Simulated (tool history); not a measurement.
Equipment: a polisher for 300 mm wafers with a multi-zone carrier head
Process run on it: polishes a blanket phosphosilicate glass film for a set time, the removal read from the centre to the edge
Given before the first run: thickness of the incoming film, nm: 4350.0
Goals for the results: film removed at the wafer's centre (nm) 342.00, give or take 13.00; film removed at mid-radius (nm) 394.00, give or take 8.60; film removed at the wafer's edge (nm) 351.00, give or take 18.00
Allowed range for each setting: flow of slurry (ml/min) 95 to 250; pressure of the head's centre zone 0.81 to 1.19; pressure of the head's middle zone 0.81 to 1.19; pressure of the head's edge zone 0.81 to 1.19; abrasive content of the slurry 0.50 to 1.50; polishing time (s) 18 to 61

| run | hour | flow of slurry (ml/min) | pressure of the head's centre zone | pressure of the head's middle zone | pressure of the head's edge zone | abrasive content of the slurry | polishing time (s) | film removed at the wafer's centre (nm) | film removed at mid-radius (nm) | film removed at the wafer's edge (nm) |
|---|---|---|---|---|---|---|---|---|---|---|
| 1 | 0.0 | 160 | 1.00 | 1.00 | 1.00 | 1.00 | 39 | 288.55 | 257.45 | 254.13 |
| 2 | 5.3 | 160 | 1.00 | 0.93 | 1.00 | 1.00 | 39 | 288.64 | 241.48 | 256.04 |
| 3 | 6.1 | 160 | 1.00 | 0.98 | 1.00 | 1.00 | 39 | 283.88 | 250.92 | 256.73 |
| 4 | 12.3 | 170 | 0.99 | 1.02 | 1.02 | 1.10 | 39 | 298.07 | 274.19 | 273.94 |
|  | 13.2 | centre zone pressure recalibrated |
| 5 | 13.2 | 170 | 0.99 | 1.02 | 1.07 | 1.10 | 39 | 272.28 | 277.05 | 283.67 |
| 6 | 15.4 | 180 | 1.00 | 1.05 | 1.07 | 1.15 | 39 | 286.87 | 291.82 | 284.65 |
| 7 | 16.6 | 185 | 1.00 | 1.07 | 1.08 | 1.20 | 39 | 302.54 | 301.89 | 294.80 |
| 8 | 17.6 | 190 | 0.99 | 1.09 | 1.09 | 1.25 | 39 | 300.14 | 314.46 | 300.95 |
| 9 | 25.8 | 195 | 0.99 | 1.11 | 1.10 | 1.30 | 39 | 304.67 | 325.59 | 304.69 |
| 10 | 34.5 | 200 | 1.00 | 1.13 | 1.11 | 1.35 | 39 | 310.07 | 334.65 | 323.08 |

Below are 5 possible settings for the next run. Only one of them brings all results inside the allowed miss of their targets. Which is it?
| A | 43.2 | 115 | 0.98 | 1.11 | 0.83 | 1.30 | 53 | ? | ? | ? |
| B | 43.2 | 180 | 1.05 | 1.03 | 1.09 | 1.35 | 41 | ? | ? | ? |
| C | 43.2 | 225 | 0.97 | 1.19 | 0.81 | 1.05 | 48 | ? | ? | ? |
| D | 43.2 | 205 | 0.97 | 1.17 | 1.08 | 1.35 | 44 | ? | ? | ? |
| E | 43.2 | 145 | 0.84 | 1.06 | 1.19 | 1.50 | 46 | ? | ? | ? |

| move | film removed at the wafer's centre (nm) | film removed at mid-radius (nm) | film removed at the wafer's edge (nm) |
|---|---|---|---|
| A | 379.63 | 411.09 | 347.05 |
| B | 337.25 | 322.75 | 324.18 |
| C | 343.47 | 393.01 | 301.19 |
| D | 347.86 | 392.66 | 349.75 |
| E | 324.49 | 375.73 | 387.73 |
A: takes the result that was furthest off past its target
B: its largest miss is bigger than the last run's
C: the furthest-off result lands on target, but another misses its tolerance
D: all results in spec
E: better than the last run, though not everything is in spec
D is the move that brings every result within its allowed miss.
